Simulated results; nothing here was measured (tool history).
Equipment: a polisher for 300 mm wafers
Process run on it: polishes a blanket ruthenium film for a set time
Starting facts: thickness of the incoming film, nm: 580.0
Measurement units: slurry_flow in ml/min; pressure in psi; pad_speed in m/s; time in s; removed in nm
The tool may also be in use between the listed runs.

| run | day | slurry_flow | pressure | pad_speed | time | removed |
|---|---|---|---|---|---|---|
| 1 | 0.000 | 275 | 2.5 | 0.82 | 20 | 22.476 |
| 2 | 0.188 | 275 | 2.8 | 0.82 | 20 | 24.874 |
| 3 | 0.421 | 275 | 2.8 | 0.82 | 20 | 24.893 |
| 4 | 0.633 | 275 | 2.8 | 0.82 | 18 | 22.651 |
| 5 | 0.946 | 275 | 3.1 | 0.86 | 18 | 26.413 |
| 6 | 1.242 | 275 | 3.3 | 0.88 | 18 | 28.517 |

What does the tool deliver on the next run?
| 7 | 1.396 | 275 | 3.5 | 0.90 | 18 | ? |

{"run 7": {"removed": 30.94}}
